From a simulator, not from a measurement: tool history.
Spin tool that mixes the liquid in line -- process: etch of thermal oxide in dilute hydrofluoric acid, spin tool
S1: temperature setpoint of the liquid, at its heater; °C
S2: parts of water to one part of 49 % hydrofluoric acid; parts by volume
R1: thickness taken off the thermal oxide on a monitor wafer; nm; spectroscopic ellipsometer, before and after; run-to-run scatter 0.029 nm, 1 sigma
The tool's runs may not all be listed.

Run 1, hour 0: S1 21 °C, S2 255 parts by volume, time under the liquid (s) 320. Result: R1 4.9662 nm.
Run 2, hour 3.9: S1 21 °C, S2 255 parts by volume, time under the liquid (s) 340. Result: R1 5.3234 nm.
Run 3, hour 6.1: S1 21 °C, S2 170 parts by volume, time under the liquid (s) 340. Result: R1 8.6229 nm.
Run 4, hour 8: S1 21 °C, S2 170 parts by volume, time under the liquid (s) 320. Result: R1 8.0174 nm.
Run 5, hour 9.8: S1 21 °C, S2 125 parts by volume, time under the liquid (s) 320. Result: R1 11.551 nm.
Run 6, hour 12.9: S1 20.5 °C, S2 150 parts by volume, time under the liquid (s) 320. Result: R1 9.0924 nm.
Run 7, hour 21.3: S1 20 °C, S2 170 parts by volume, time under the liquid (s) 320. Result: R1 7.6451 nm.
Run 8, hour 22.7: S1 19.5 °C, S2 185 parts by volume, time under the liquid (s) 320. Result: R1 6.8955 nm.
Run 9, hour 24.7: S1 19 °C, S2 200 parts by volume, time under the liquid (s) 320. Result: R1 6.2594 nm.
At hour 32.2: thermometer replaced.
Run 10, hour 32.2: S1 18.5 °C, S2 215 parts by volume, time under the liquid (s) 320. Result: R1 5.2444 nm.
Run 11, hour 38.3: S1 18.5 °C, S2 225 parts by volume, time under the liquid (s) 320. Result: R1 5.0554 nm.

Run 12 has not been measured yet. What should we expect?
Run 12, hour 39.1: S1 18.5 °C, S2 235 parts by volume, time under the liquid (s) 320. Result: R1 ?.

{"run 12": {"R1": 4.6896}}

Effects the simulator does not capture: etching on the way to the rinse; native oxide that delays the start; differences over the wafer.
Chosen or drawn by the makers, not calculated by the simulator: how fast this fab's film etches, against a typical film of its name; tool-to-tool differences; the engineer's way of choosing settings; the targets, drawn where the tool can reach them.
